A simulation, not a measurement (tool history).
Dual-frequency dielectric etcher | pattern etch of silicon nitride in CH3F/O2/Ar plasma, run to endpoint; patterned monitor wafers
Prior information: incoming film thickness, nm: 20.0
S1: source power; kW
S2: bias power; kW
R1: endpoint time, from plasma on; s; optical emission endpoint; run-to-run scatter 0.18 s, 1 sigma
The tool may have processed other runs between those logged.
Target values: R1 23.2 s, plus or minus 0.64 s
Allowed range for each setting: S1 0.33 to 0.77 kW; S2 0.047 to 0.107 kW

{"run": 1, "hour": 0.0, "S1": 0.55, "S2": 0.077, "R1": 26.562}
{"run": 2, "hour": 3.9, "S1": 0.55, "S2": 0.065, "R1": 28.255}
{"run": 3, "hour": 11.9, "S1": 0.55, "S2": 0.055, "R1": 29.743}
{"run": 4, "hour": 19.4, "S1": 0.55, "S2": 0.061, "R1": 28.845}
{"run": 5, "hour": 24.4, "S1": 0.62, "S2": 0.061, "R1": 26.825}
{"run": 6, "hour": 28.2, "S1": 0.7, "S2": 0.061, "R1": 25.986}
{"run": 7, "hour": 31.8, "S1": 0.71, "S2": 0.064, "R1": 24.957}
{"run": 8, "hour": 39.0, "S1": 0.72, "S2": 0.065, "R1": 24.439}
{"hour": 42.6, "done": "source power generator calibrated"}
{"run": 9, "hour": 42.6, "S1": 0.73, "S2": 0.066, "R1": 25.156}
{"run": 10, "hour": 47.1, "S1": 0.74, "S2": 0.069, "R1": 24.613}
{"run": 11, "hour": 50.9, "S1": 0.75, "S2": 0.072, "R1": 24.296}
{"run": 12, "hour": 57.2, "S1": 0.75, "S2": 0.075, "R1": 24.006}

Which of these 4 next moves meets every target?
{"run": "A", "hour": 63.5, "S1": 0.68, "S2": 0.074, "R1": "?"}
{"run": "B", "hour": 63.5, "S1": 0.77, "S2": 0.093, "R1": "?"}
{"run": "C", "hour": 63.5, "S1": 0.75, "S2": 0.084, "R1": "?"}
{"run": "D", "hour": 63.5, "S1": 0.7, "S2": 0.074, "R1": "?"}

move=A R1=24.943
move=B R1=22.027
move=C R1=23.004
move=D R1=24.634
A: lands further from the targets than the last run did
B: moves the result that the last run missed by most past its target, out the other side
C: each result inside its tolerance
D: lands further from the targets than the last run did
So the answer is move C, the one that meets all the targets.
